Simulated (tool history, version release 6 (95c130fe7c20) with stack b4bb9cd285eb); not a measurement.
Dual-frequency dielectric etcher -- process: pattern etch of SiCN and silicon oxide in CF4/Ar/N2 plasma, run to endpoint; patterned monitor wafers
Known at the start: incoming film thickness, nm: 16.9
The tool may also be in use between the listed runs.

run	day	source power (kW)	bias power (kW)	Ar flow (sccm)	CF4 flow (sccm)	endpoint time (s)
1	0.000	0.400	0.088	104	71	19.828
2	0.338	0.380	0.087	104	71	21.010
3	0.638	0.360	0.087	104	71	22.061
4	0.675	0.360	0.087	104	60	22.514
5	0.867	0.360	0.093	104	60	22.131
6	1.067	0.360	0.093	87	60	21.676
7	1.225	0.350	0.093	87	60	22.197
8	1.417	0.340	0.093	87	60	22.805
9	1.546	0.260	0.091	88	60	30.404
10	1.812	0.270	0.091	88	60	29.227

Run 11 has not been measured yet. What should we expect?
11	2.112	0.280	0.091	88	60	?

{"run 11": {"endpoint time (s)": 28.105}}
